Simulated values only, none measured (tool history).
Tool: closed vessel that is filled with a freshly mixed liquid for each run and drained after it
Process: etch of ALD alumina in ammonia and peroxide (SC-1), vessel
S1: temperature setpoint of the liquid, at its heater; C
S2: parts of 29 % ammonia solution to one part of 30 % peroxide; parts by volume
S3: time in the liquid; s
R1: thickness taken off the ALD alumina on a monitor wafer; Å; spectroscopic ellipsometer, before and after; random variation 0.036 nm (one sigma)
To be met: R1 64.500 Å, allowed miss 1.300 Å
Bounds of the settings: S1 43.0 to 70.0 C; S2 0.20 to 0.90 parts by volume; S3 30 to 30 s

{"run": 1, "hour": 0.0, "S1": 59.0, "S2": 0.5, "S3": 30, "R1": 42.235}
{"run": 2, "hour": 2.5, "S1": 61.0, "S2": 0.5, "S3": 30, "R1": 46.834}
{"run": 3, "hour": 8.9, "S1": 61.0, "S2": 0.3, "S3": 30, "R1": 44.386}
{"run": 4, "hour": 13.9, "S1": 63.0, "S2": 0.3, "S3": 30, "R1": 48.883}
{"run": 5, "hour": 18.6, "S1": 63.0, "S2": 0.35, "S3": 30, "R1": 50.132}
{"run": 6, "hour": 27.2, "S1": 64.5, "S2": 0.35, "S3": 30, "R1": 54.183}
{"run": 7, "hour": 32.8, "S1": 65.5, "S2": 0.35, "S3": 30, "R1": 56.773}
{"run": 8, "hour": 41.4, "S1": 66.0, "S2": 0.35, "S3": 30, "R1": 58.051}
{"run": 9, "hour": 50.0, "S1": 66.5, "S2": 0.35, "S3": 30, "R1": 59.14}
{"run": 10, "hour": 50.6, "S1": 67.0, "S2": 0.35, "S3": 30, "R1": 60.968}
{"run": 11, "hour": 56.2, "S1": 67.5, "S2": 0.35, "S3": 30, "R1": 62.433}

Which of these 5 next moves meets every target?
{"run": "A", "hour": 61.8, "S1": 67.0, "S2": 0.35, "S3": 30, "R1": "?"}
{"run": "B", "hour": 61.8, "S1": 67.0, "S2": 0.4, "S3": 30, "R1": "?"}
{"run": "C", "hour": 61.8, "S1": 68.0, "S2": 0.35, "S3": 30, "R1": "?"}
{"run": "D", "hour": 61.8, "S1": 66.5, "S2": 0.25, "S3": 30, "R1": "?"}
{"run": "E", "hour": 61.8, "S1": 66.5, "S2": 0.4, "S3": 30, "R1": "?"}

move=A R1=60.402
move=B R1=61.168
move=C R1=63.425
move=D R1=57.092
move=E R1=59.686
A: further off than the last run
B: further off than the last run
C: meets every target
D: further off than the last run
E: further off than the last run
Answer: C
